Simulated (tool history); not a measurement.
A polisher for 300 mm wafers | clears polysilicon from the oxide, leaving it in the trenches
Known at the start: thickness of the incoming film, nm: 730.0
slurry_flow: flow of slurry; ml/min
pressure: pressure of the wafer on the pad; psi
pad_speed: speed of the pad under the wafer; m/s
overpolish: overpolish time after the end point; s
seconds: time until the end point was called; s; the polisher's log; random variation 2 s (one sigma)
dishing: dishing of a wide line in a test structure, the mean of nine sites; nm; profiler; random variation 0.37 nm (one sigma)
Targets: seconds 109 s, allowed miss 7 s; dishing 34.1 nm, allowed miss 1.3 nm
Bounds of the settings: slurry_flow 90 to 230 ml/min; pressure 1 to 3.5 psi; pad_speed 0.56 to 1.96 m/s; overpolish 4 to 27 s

run 1 hour=0 | slurry_flow=150 pressure=2.2 pad_speed=1.26 overpolish=14 | seconds=48.543 dishing=53.253
run 2 hour=8.2 | slurry_flow=150 pressure=2.2 pad_speed=1.26 overpolish=17 | seconds=49.002 dishing=55.986
run 3 hour=12.9 | slurry_flow=130 pressure=2.2 pad_speed=1.26 overpolish=17 | seconds=49.513 dishing=55.448
run 4 hour=16.4 | slurry_flow=130 pressure=2.2 pad_speed=0.98 overpolish=17 | seconds=63.412 dishing=53.476
run 5 hour=17.3 | slurry_flow=125 pressure=2.1 pad_speed=0.9 overpolish=15 | seconds=71.752 dishing=51.188
run 6 hour=18.4 | slurry_flow=95 pressure=2.1 pad_speed=0.9 overpolish=15 | seconds=76.825 dishing=50.076
run 7 hour=21 | slurry_flow=95 pressure=2 pad_speed=0.88 overpolish=13 | seconds=80.691 dishing=47.261
run 8 hour=28.4 | slurry_flow=95 pressure=1.8 pad_speed=0.9 overpolish=11 | seconds=88.127 dishing=42.464
run 9 hour=36.1 | slurry_flow=95 pressure=1.7 pad_speed=0.92 overpolish=10 | seconds=90.285 dishing=39.974
run 10 hour=37.7 | slurry_flow=95 pressure=1.6 pad_speed=0.92 overpolish=10 | seconds=95.686 dishing=38.923
run 11 hour=40.7 | slurry_flow=95 pressure=1.6 pad_speed=0.92 overpolish=10 | seconds=95.313 dishing=38.952
run 12 hour=48.4 | slurry_flow=95 pressure=1.5 pad_speed=0.92 overpolish=10 | seconds=101.03 dishing=37.938
run 13 hour=56.7 | slurry_flow=100 pressure=1 pad_speed=1.16 overpolish=4 | seconds=120.36 dishing=17.746
run 14 hour=65.2 | slurry_flow=100 pressure=1.1 pad_speed=1.08 overpolish=4 | seconds=117.54 dishing=18.49

Which of these 5 next moves meets every target?
run A hour=73.7 | slurry_flow=90 pressure=1 pad_speed=1.2 overpolish=7 | seconds=? dishing=?
run B hour=73.7 | slurry_flow=100 pressure=1.2 pad_speed=0.84 overpolish=11 | seconds=? dishing=?
run C hour=73.7 | slurry_flow=90 pressure=1.2 pad_speed=1.1 overpolish=9 | seconds=? dishing=?
run D hour=73.7 | slurry_flow=90 pressure=1.2 pad_speed=0.98 overpolish=7 | seconds=? dishing=?
run E hour=73.7 | slurry_flow=90 pressure=1.2 pad_speed=1.26 overpolish=7 | seconds=? dishing=?

move=A seconds=117.94 dishing=26.984
move=B seconds=137.4 dishing=32.815
move=C seconds=108.06 dishing=33.605
move=D seconds=120.78 dishing=26.538
move=E seconds=94.749 dishing=31.218
A: nearer than the last run, and not there yet
B: brings the result that was furthest off to its target, and leaves another outside
C: meets every target
D: nearer than the last run, and not there yet
E: nearer than the last run, and not there yet
Answer: C
